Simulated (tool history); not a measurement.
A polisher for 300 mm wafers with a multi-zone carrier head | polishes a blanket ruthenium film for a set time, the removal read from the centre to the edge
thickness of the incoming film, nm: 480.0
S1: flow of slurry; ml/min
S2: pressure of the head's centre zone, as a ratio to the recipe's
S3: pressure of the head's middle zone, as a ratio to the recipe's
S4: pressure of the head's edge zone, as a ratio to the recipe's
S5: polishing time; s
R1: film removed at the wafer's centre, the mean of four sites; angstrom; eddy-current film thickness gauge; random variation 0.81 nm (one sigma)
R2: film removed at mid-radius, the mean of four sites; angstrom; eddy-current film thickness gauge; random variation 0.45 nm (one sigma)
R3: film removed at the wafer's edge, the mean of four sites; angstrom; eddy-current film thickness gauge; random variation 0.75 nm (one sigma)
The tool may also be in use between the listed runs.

| run | hour | S1 | S2 | S3 | S4 | S5 | R1 | R2 | R3 |
|---|---|---|---|---|---|---|---|---|---|
| 1 | 0.0 | 315 | 1.00 | 1.00 | 1.00 | 71 | 983.18 | 963.05 | 945.07 |
| 2 | 8.1 | 315 | 1.00 | 0.92 | 1.00 | 71 | 954.02 | 883.45 | 950.37 |
| 3 | 14.4 | 315 | 1.01 | 0.91 | 0.98 | 67 | 916.45 | 818.69 | 893.68 |
| 4 | 19.5 | 275 | 1.01 | 0.91 | 0.98 | 67 | 898.17 | 820.81 | 887.25 |
| 5 | 25.4 | 275 | 0.95 | 0.91 | 0.98 | 67 | 868.37 | 826.68 | 878.08 |
| 6 | 27.7 | 275 | 0.97 | 0.91 | 0.96 | 64 | 838.91 | 774.08 | 843.00 |
| 7 | 35.2 | 275 | 0.97 | 0.91 | 0.96 | 64 | 861.02 | 793.31 | 814.97 |
| 8 | 36.9 | 270 | 1.00 | 0.83 | 0.86 | 44 | 583.52 | 493.99 | 544.91 |
| 9 | 37.8 | 270 | 1.02 | 0.85 | 0.87 | 44 | 606.11 | 505.84 | 548.20 |
| 10 | 42.2 | 270 | 1.03 | 0.86 | 0.88 | 44 | 589.42 | 508.42 | 545.61 |

Forecast run 11:
| 11 | 47.1 | 270 | 1.03 | 0.86 | 0.88 | 44 | ? | ? | ? |

Run 11 gave R1 605.70 angstrom, R2 509.12 angstrom, R3 551.66 angstrom.

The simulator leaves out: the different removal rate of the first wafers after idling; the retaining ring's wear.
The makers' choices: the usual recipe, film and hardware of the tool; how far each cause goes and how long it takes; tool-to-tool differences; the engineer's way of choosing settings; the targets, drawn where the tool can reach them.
